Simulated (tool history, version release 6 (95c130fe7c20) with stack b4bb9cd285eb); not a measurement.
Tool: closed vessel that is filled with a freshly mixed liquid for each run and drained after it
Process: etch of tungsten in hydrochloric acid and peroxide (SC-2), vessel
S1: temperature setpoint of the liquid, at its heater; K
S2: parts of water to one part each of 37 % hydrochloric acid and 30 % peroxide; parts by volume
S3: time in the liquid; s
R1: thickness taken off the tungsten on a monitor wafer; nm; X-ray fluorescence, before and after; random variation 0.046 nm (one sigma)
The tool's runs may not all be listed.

run 1 day=0 | S1=326.15 S2=11.5 S3=90 | R1=24.302
run 2 day=0.275 | S1=326.15 S2=8.5 S3=90 | R1=31.557
run 3 day=0.558 | S1=326.15 S2=8.5 S3=95 | R1=33.091
run 4 day=0.604 | S1=324.65 S2=8.5 S3=95 | R1=29.958
run 5 day=0.821 | S1=324.65 S2=8.5 S3=90 | R1=28.326
run 6 day=0.996 | S1=319.15 S2=8.5 S3=90 | R1=19.538
run 7 day=1.117 | S1=318.15 S2=8.5 S3=90 | R1=18.195

Forecast run 8:
run 8 day=1.412 | S1=317.15 S2=8.5 S3=90 | R1=?

R1: 16.954 nm
